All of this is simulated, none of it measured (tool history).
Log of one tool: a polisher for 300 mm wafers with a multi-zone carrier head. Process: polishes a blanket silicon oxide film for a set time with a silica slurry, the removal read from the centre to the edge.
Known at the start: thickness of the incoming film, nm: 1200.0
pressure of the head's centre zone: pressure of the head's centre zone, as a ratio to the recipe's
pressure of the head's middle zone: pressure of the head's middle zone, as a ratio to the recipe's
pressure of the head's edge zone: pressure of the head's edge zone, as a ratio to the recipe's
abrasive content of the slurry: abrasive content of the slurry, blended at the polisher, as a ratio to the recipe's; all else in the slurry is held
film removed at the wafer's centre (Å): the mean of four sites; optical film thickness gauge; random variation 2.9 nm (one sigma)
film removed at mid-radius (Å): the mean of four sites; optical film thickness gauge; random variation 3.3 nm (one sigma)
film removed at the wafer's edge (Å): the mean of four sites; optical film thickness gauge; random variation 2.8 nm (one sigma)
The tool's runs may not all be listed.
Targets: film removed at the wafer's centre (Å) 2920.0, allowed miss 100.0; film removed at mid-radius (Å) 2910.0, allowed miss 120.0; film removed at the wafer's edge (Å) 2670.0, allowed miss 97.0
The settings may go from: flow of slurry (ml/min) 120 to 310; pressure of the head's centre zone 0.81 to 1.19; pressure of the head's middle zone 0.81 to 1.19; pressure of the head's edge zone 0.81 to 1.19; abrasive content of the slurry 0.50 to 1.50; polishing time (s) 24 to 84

| run | hour | flow of slurry (ml/min) | pressure of the head's centre zone | pressure of the head's middle zone | pressure of the head's edge zone | abrasive content of the slurry | polishing time (s) | film removed at the wafer's centre (Å) | film removed at mid-radius (Å) | film removed at the wafer's edge (Å) |
|---|---|---|---|---|---|---|---|---|---|---|
| 1 | 0.0 | 200 | 1.00 | 1.00 | 1.00 | 1.00 | 54 | 2144.4 | 2124.2 | 2008.3 |
| 2 | 6.5 | 200 | 1.00 | 1.00 | 1.07 | 1.00 | 54 | 2158.4 | 2130.7 | 2074.9 |
| 3 | 11.6 | 205 | 1.02 | 1.02 | 1.09 | 1.10 | 54 | 2338.6 | 2268.3 | 2180.8 |
| 4 | 16.7 | 205 | 1.02 | 1.02 | 1.09 | 1.25 | 54 | 2503.8 | 2381.2 | 2333.0 |
| 5 | 21.5 | 215 | 1.02 | 1.05 | 1.11 | 1.30 | 54 | 2533.2 | 2485.9 | 2372.9 |
| 6 | 26.9 | 215 | 0.97 | 1.05 | 1.11 | 1.30 | 54 | 2411.8 | 2552.4 | 2358.9 |
| 7 | 32.6 | 220 | 0.99 | 1.06 | 1.12 | 1.35 | 54 | 2525.8 | 2543.5 | 2492.1 |
| 8 | 35.4 | 220 | 1.01 | 1.09 | 1.11 | 1.40 | 54 | 2594.3 | 2681.5 | 2506.9 |

5 next moves are on the table. One of them brings every result within its allowed miss. Which?
| A | 38.2 | 210 | 1.06 | 1.09 | 1.05 | 1.35 | 54 | ? | ? | ? |
| B | 38.2 | 210 | 0.94 | 0.97 | 1.19 | 1.50 | 53 | ? | ? | ? |
| C | 38.2 | 200 | 1.04 | 1.18 | 1.02 | 1.45 | 55 | ? | ? | ? |
| D | 38.2 | 190 | 1.10 | 1.16 | 1.14 | 1.50 | 56 | ? | ? | ? |
| E | 38.2 | 205 | 0.98 | 1.12 | 1.06 | 1.40 | 63 | ? | ? | ? |

| move | film removed at the wafer's centre (Å) | film removed at mid-radius (Å) | film removed at the wafer's edge (Å) |
|---|---|---|---|
| A | 2708.1 | 2626.5 | 2406.1 |
| B | 2496.8 | 2477.4 | 2626.3 |
| C | 2780.5 | 2906.3 | 2478.0 |
| D | 2996.9 | 2945.2 | 2690.0 |
| E | 2988.2 | 3167.0 | 2857.4 |
A: nearer than the last run, and not there yet
B: further off than the last run
C: nearer than the last run, and not there yet
D: meets every target
E: brings the result that was furthest off to its target, and leaves another outside
The right move is D.

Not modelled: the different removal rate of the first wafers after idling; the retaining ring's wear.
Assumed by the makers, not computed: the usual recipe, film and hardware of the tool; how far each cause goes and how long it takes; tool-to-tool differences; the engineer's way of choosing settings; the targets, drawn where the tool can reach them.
